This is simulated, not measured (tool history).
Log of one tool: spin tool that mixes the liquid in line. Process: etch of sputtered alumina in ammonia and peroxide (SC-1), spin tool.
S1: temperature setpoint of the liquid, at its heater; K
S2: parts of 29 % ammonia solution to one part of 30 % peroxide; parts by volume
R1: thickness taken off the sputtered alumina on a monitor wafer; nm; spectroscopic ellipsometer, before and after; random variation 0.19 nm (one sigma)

run 1 day=0 | S1=334.15 S2=0.75 time_under_the_liquid_(s)=295 | R1=18.758
run 2 day=0.054 | S1=335.15 S2=0.75 time_under_the_liquid_(s)=295 | R1=19.726
run 3 day=0.288 | S1=331.15 S2=0.75 time_under_the_liquid_(s)=295 | R1=16.44
run 4 day=0.604 | S1=325.65 S2=0.75 time_under_the_liquid_(s)=295 | R1=12.152
run 5 day=0.95 | S1=328.65 S2=0.75 time_under_the_liquid_(s)=295 | R1=14.398
run 6 day=1.204 | S1=334.15 S2=0.75 time_under_the_liquid_(s)=295 | R1=18.956
run 7 day=1.579 | S1=335.15 S2=0.75 time_under_the_liquid_(s)=295 | R1=20.499

The next listed run, before its measurement:
run 8 day=1.767 | S1=335.65 S2=0.75 time_under_the_liquid_(s)=295 | R1=?

Run 8 gave R1 20.58 nm.
